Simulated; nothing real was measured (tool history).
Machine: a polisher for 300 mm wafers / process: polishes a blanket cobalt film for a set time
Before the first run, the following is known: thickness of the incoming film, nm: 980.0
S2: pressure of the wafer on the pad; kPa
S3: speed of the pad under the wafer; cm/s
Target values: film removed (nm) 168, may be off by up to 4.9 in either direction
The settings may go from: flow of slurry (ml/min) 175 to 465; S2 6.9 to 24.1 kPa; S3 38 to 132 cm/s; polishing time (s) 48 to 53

{"run": 1, "day": 0.0, "flow of slurry (ml/min)": 295, "S2": 15.2, "S3": 84, "polishing time (s)": 53, "film removed (nm)": 265.56}
{"run": 2, "day": 0.175, "flow of slurry (ml/min)": 295, "S2": 15.2, "S3": 100, "polishing time (s)": 53, "film removed (nm)": 319.74}
{"run": 3, "day": 0.225, "flow of slurry (ml/min)": 295, "S2": 11, "S3": 100, "polishing time (s)": 53, "film removed (nm)": 255.49}
{"run": 4, "day": 0.367, "flow of slurry (ml/min)": 295, "S2": 12.4, "S3": 100, "polishing time (s)": 53, "film removed (nm)": 276.07}
{"run": 5, "day": 0.492, "flow of slurry (ml/min)": 225, "S2": 12.4, "S3": 100, "polishing time (s)": 53, "film removed (nm)": 269.47}
{"run": 6, "day": 0.6, "flow of slurry (ml/min)": 225, "S2": 11, "S3": 96, "polishing time (s)": 53, "film removed (nm)": 238.1}
{"run": 7, "day": 0.867, "flow of slurry (ml/min)": 225, "S2": 10.3, "S3": 94, "polishing time (s)": 53, "film removed (nm)": 224.97}
{"run": 8, "day": 1.046, "flow of slurry (ml/min)": 225, "S2": 9.7, "S3": 92, "polishing time (s)": 53, "film removed (nm)": 212.35}
{"run": 9, "day": 1.083, "flow of slurry (ml/min)": 225, "S2": 9, "S3": 90, "polishing time (s)": 53, "film removed (nm)": 198.37}
{"run": 10, "day": 1.358, "flow of slurry (ml/min)": 225, "S2": 8.3, "S3": 88, "polishing time (s)": 53, "film removed (nm)": 187.48}
{"run": 11, "day": 1.6, "flow of slurry (ml/min)": 225, "S2": 8.3, "S3": 88, "polishing time (s)": 53, "film removed (nm)": 185.39}

Pick the move, out of 5, that brings all results within their allowed miss; only one does.
{"run": "A", "day": 1.842, "flow of slurry (ml/min)": 210, "S2": 9.7, "S3": 74, "polishing time (s)": 49, "film removed (nm)": "?"}
{"run": "B", "day": 1.842, "flow of slurry (ml/min)": 175, "S2": 6.9, "S3": 110, "polishing time (s)": 48, "film removed (nm)": "?"}
{"run": "C", "day": 1.842, "flow of slurry (ml/min)": 225, "S2": 7.6, "S3": 102, "polishing time (s)": 53, "film removed (nm)": "?"}
{"run": "D", "day": 1.842, "flow of slurry (ml/min)": 225, "S2": 9, "S3": 98, "polishing time (s)": 50, "film removed (nm)": "?"}
{"run": "E", "day": 1.842, "flow of slurry (ml/min)": 255, "S2": 9.7, "S3": 80, "polishing time (s)": 48, "film removed (nm)": "?"}

move=A film_removed_(nm)=157.28
move=B film_removed_(nm)=182.91
move=C film_removed_(nm)=205.19
move=D film_removed_(nm)=203.97
move=E film_removed_(nm)=170.5
A: pushes the last run's worst result past its target
B: closes in on the targets versus the last run, not all within tolerance yet
C: misses by more than the last run did
D: misses by more than the last run did
E: each result inside its tolerance
Move E is the one to make.
